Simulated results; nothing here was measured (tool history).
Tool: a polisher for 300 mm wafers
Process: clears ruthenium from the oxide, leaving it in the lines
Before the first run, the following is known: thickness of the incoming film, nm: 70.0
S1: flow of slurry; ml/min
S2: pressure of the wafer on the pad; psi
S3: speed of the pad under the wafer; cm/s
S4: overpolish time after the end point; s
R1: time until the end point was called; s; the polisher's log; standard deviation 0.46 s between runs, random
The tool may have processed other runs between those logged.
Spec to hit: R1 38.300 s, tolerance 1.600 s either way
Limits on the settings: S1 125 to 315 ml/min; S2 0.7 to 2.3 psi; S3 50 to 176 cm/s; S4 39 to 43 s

run 1 day=0.000 | S1=205 S2=1.5 S3=112 S4=39 | R1=65.978
run 2 day=0.200 | S1=160 S2=1.5 S3=112 S4=39 | R1=68.215
run 3 day=0.371 | S1=160 S2=1.5 S3=112 S4=39 | R1=68.427
run 4 day=0.533 | S1=125 S2=1.5 S3=112 S4=39 | R1=70.267
run 5 day=0.783 | S1=130 S2=1.7 S3=114 S4=39 | R1=60.860
run 6 day=0.954 | S1=135 S2=1.8 S3=116 S4=39 | R1=55.845
run 7 day=1.217 | S1=140 S2=1.9 S3=118 S4=39 | R1=51.249
-- day=1.479 head pressure recalibrated
run 8 day=1.479 | S1=145 S2=2.3 S3=122 S4=39 | R1=42.948
run 9 day=1.729 | S1=145 S2=2.3 S3=124 S4=39 | R1=42.930
run 10 day=1.892 | S1=145 S2=2.3 S3=124 S4=39 | R1=43.278

Consider the 4 candidate settings below. Which is the only one whose results all fall within their allowed miss of target?
run A day=2.054 | S1=125 S2=2.3 S3=142 S4=43 | R1=?
run B day=2.054 | S1=155 S2=2.3 S3=114 S4=39 | R1=?
run C day=2.054 | S1=155 S2=2.3 S3=124 S4=43 | R1=?
run D day=2.054 | S1=160 S2=2.3 S3=104 S4=43 | R1=?

move=A R1=38.233
move=B R1=46.100
move=C R1=42.483
move=D R1=50.202
A: every result within its allowed miss
B: moves away from the targets compared with the last run
C: nearer than the last run, and not there yet
D: moves away from the targets compared with the last run
The move that meets every target is A.
